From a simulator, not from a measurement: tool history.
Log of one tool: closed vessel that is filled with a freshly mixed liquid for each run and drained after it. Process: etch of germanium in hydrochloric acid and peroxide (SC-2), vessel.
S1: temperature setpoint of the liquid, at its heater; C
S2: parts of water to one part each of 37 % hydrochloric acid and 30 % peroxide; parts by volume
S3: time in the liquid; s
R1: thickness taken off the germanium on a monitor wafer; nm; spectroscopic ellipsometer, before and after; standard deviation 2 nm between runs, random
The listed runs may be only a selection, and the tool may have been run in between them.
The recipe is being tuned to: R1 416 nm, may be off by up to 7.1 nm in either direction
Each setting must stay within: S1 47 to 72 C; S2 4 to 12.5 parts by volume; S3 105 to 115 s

run  hour    S1   S2   S3      R1
  1     0    63    7  105  382.33
  2   3.4    64    7  105  393.75
  3   5.9  64.5    7  105  401.48
  4  10.1  64.5  9.5  105   390.3
  5  13.9    58  9.5  105  323.69
  6  18.7  60.5  9.5  105  346.65
  7  21.8  60.5  9.5  105     347
  8  24.8  62.5  9.5  105  366.85
  9  33.6  63.5  9.5  105  378.05
 10  37.3  64.5  9.5  105  386.62
 11  41.6  64.5  9.5  105  391.56
 12  45.9    65  9.5  105  391.86
 13  52.4  65.5  9.5  105  399.55

Exactly one of the 4 candidate moves below puts every result within its allowed miss. Which one?
  A  58.9    67   9.5  105   ?
  B  58.9  61.5  10.5  115   ?
  C  58.9  63.5    10  105   ?
  D  58.9    62    10  110   ?

move      R1
   A  416.97
   B  385.84
   C  375.33
   D  376.55
A: every result lands within tolerance
B: its largest miss is bigger than the last run's
C: its largest miss is bigger than the last run's
D: its largest miss is bigger than the last run's
Correct choice: A, which meets every target
